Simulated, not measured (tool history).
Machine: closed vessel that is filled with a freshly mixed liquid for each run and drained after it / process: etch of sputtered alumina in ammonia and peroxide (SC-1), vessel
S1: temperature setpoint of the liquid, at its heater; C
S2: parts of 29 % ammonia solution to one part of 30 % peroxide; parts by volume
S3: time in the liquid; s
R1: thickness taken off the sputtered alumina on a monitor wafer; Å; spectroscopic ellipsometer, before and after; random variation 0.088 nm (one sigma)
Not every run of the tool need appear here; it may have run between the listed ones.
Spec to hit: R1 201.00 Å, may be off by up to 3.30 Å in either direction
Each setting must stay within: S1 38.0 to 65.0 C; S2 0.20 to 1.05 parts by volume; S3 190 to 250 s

run 1 hour=0.0 | S1=49.0 S2=0.55 S3=250 | R1=160.78
run 2 hour=2.2 | S1=49.0 S2=0.55 S3=250 | R1=160.35
run 3 hour=10.4 | S1=49.0 S2=0.70 S3=250 | R1=163.17
run 4 hour=15.7 | S1=50.0 S2=0.70 S3=250 | R1=175.24
run 5 hour=18.7 | S1=50.0 S2=0.80 S3=250 | R1=177.85
run 6 hour=25.3 | S1=50.5 S2=0.80 S3=250 | R1=180.56
run 7 hour=27.0 | S1=51.0 S2=0.80 S3=250 | R1=184.81
run 8 hour=31.9 | S1=53.0 S2=0.80 S3=250 | R1=208.51
run 9 hour=32.6 | S1=52.0 S2=0.80 S3=250 | R1=196.94

5 candidate next runs follow, results not yet known. Just one meets every target within its allowed miss. Identify it.
run A hour=33.3 | S1=52.0 S2=0.75 S3=250 | R1=?
run B hour=33.3 | S1=54.0 S2=0.80 S3=230 | R1=?
run C hour=33.3 | S1=52.0 S2=0.80 S3=240 | R1=?
run D hour=33.3 | S1=56.0 S2=0.80 S3=195 | R1=?
run E hour=33.3 | S1=52.5 S2=0.50 S3=245 | R1=?

move=A R1=194.88
move=B R1=200.91
move=C R1=188.24
move=D R1=189.43
move=E R1=188.80
A: moves away from the targets compared with the last run
B: all results land within tolerance of their targets
C: moves away from the targets compared with the last run
D: moves away from the targets compared with the last run
E: moves away from the targets compared with the last run
So the answer is move B, the one that meets all the targets.
